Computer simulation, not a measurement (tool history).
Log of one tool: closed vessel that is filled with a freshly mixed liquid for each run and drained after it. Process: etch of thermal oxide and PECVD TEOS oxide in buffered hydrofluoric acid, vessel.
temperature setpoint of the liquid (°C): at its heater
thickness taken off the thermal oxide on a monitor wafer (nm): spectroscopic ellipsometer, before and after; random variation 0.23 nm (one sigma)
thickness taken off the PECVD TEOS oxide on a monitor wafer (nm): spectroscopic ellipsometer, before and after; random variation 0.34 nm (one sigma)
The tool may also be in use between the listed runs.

run  hour  temperature setpoint of the liquid (°C)  parts of 40 % ammonium fluoride to one part of 49 % hydrofluoric acid (parts by volume)  time in the liquid (s)  thickness taken off the thermal oxide on a monitor wafer (nm)  thickness taken off the PECVD TEOS oxide on a monitor wafer (nm)
  1     0                                       22                                                                                     11.5                      60                                                         46.779                                                            47.683
  2   4.6                                       23                                                                                     11.5                      60                                                         48.971                                                            50.175
  3    11                                       24                                                                                     11.5                      60                                                         51.787                                                            53.414
  4  18.6                                     22.5                                                                                     11.5                      60                                                         47.679                                                            49.112
  5  23.8                                     23.5                                                                                     11.5                      60                                                         50.803                                                             52.09
  6  24.9                                     23.5                                                                                       10                      60                                                         58.038                                                            58.601
  7  27.8                                       24                                                                                       10                      60                                                         59.564                                                            60.123
  8  33.4                                     24.5                                                                                       10                      60                                                         61.189                                                            62.088

Forecast run 9:
  9  37.7                                       25                                                                                       10                      60                                                              ?                                                                 ?

thickness taken off the thermal oxide on a monitor wafer (nm): 63.028
thickness taken off the PECVD TEOS oxide on a monitor wafer (nm): 63.897
